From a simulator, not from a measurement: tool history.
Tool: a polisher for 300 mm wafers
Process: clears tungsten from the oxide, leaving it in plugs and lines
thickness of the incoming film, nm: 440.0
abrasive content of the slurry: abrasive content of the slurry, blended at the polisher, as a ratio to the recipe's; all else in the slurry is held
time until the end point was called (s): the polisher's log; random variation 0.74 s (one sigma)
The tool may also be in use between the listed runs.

run	hour	flow of slurry (ml/min)	pressure of the wafer on the pad (kPa)	speed of the pad under the wafer (cm/s)	abrasive content of the slurry	overpolish time after the end point (s)	time until the end point was called (s)
1	0	320	22.8	106	1	22	117.82
2	2	320	25.5	106	1	22	105.22
3	7.4	320	27.6	108	1	22	94.124
4	9.7	260	27.6	108	1	22	95.548
5	18.6	260	24.1	108	1	22	109.08
6	25.7	305	24.1	108	1	22	108.57
# hour 27.4: head pressure recalibrated
7	27.4	305	26.9	110	1	22	89.006
8	30	310	28.3	110	1	22	81.727

Forecast run 9:
9	35.7	320	29	110	1	22	?

{"run 9": {"time until the end point was called (s)": 83.306}}
